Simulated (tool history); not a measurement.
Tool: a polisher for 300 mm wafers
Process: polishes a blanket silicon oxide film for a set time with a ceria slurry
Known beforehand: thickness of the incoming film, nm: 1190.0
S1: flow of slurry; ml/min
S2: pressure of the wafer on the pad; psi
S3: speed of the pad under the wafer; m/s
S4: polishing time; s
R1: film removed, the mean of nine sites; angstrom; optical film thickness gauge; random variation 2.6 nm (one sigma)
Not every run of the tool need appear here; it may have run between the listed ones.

run 1 hour=0.0 | S1=215 S2=3.5 S3=0.88 S4=122 | R1=5467.1
run 2 hour=8.9 | S1=215 S2=3.5 S3=1.06 S4=122 | R1=6265.2
run 3 hour=11.4 | S1=215 S2=3.5 S3=1.06 S4=128 | R1=6603.6
run 4 hour=15.1 | S1=210 S2=3.1 S3=1.02 S4=128 | R1=5762.7
run 5 hour=24.1 | S1=210 S2=3.1 S3=1.20 S4=128 | R1=6479.2
run 6 hour=31.7 | S1=205 S2=2.8 S3=1.14 S4=128 | R1=5503.3
run 7 hour=37.1 | S1=200 S2=2.6 S3=1.12 S4=128 | R1=5111.3

What will run 8 give?
run 8 hour=44.8 | S1=195 S2=1.6 S3=0.92 S4=127 | R1=?

{"run 8": {"R1": 2735.3}}
